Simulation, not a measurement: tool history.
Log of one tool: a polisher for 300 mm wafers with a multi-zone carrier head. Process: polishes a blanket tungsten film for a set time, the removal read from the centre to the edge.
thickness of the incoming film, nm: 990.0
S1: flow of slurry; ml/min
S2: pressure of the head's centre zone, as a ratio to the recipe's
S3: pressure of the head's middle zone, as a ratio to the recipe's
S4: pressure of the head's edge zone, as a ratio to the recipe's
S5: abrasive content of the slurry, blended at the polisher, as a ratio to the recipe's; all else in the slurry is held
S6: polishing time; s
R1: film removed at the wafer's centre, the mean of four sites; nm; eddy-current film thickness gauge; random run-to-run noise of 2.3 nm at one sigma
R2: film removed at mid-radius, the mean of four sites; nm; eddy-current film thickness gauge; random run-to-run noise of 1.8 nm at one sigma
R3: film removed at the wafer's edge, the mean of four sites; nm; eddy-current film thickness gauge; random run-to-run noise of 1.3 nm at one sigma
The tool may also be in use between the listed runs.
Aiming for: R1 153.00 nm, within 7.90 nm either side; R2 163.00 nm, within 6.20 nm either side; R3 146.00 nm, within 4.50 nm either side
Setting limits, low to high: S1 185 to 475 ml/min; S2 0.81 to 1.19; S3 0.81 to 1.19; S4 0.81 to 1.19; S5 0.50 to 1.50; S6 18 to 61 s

run	hour	S1	S2	S3	S4	S5	S6	R1	R2	R3
1	0.0	305	1.00	1.00	1.00	1.00	39	245.68	245.80	239.42
2	6.3	305	0.99	1.00	0.98	0.95	37	225.98	228.21	223.48
3	8.4	305	0.99	1.01	0.97	0.90	36	221.86	217.48	213.11
4	16.7	305	0.99	1.01	1.04	0.90	36	219.50	222.47	222.98
5	17.7	305	0.99	1.01	0.99	0.90	36	217.67	221.00	212.40
6	20.0	305	0.99	0.94	0.99	0.90	36	220.01	210.20	216.75
7	26.7	305	0.98	0.96	0.97	0.85	35	201.87	204.38	204.16
8	34.2	305	0.98	0.97	0.95	0.80	34	193.37	195.25	192.95
9	41.3	305	0.98	0.98	0.93	0.75	34	201.53	192.29	187.30
10	47.3	305	0.96	0.99	0.92	0.70	34	189.51	196.62	184.59
11	49.3	305	0.96	0.99	0.91	0.65	33	177.76	179.55	174.03
12	54.4	305	0.96	1.00	0.90	0.65	33	177.66	186.40	174.12
13	61.8	305	0.96	1.00	0.90	0.65	33	176.98	187.04	172.05
14	66.9	305	0.96	1.00	0.89	0.65	33	172.25	186.00	173.96
15	70.9	305	0.97	1.00	0.88	0.65	33	183.62	185.59	172.06
16	75.6	295	0.91	1.00	0.81	0.50	29	141.09	154.54	136.48
17	82.8	300	0.92	1.00	0.82	0.50	29	141.42	151.86	137.56
18	90.3	300	0.93	1.01	0.83	0.50	29	141.65	154.87	138.93
19	91.1	305	0.94	1.01	0.83	0.50	29	143.20	155.37	140.06
20	97.5	305	0.95	1.01	0.83	0.50	29	145.64	154.94	137.00
21	104.5	305	0.95	1.01	0.84	0.50	29	143.29	153.12	140.33

Which one of the following 4 next-run settings gets every result inside its allowed miss? There is exactly one.
A	111.5	315	0.92	1.02	0.86	0.50	27	?	?	?
B	111.5	470	0.95	1.03	0.87	0.80	26	?	?	?
C	111.5	395	0.89	1.08	0.95	0.50	28	?	?	?
D	111.5	190	0.89	1.14	0.92	0.50	31	?	?	?

move	R1	R2	R3
A	129.08	144.27	130.74
B	149.19	162.24	145.50
C	132.42	160.29	144.05
D	132.59	169.68	146.53
A: the biggest miss grows against the last run
B: in spec on every target
C: puts the biggest miss on target and leaves a different result outside tolerance
D: moves the result that the last run missed by most past its target, out the other side
Move B is the one to make.
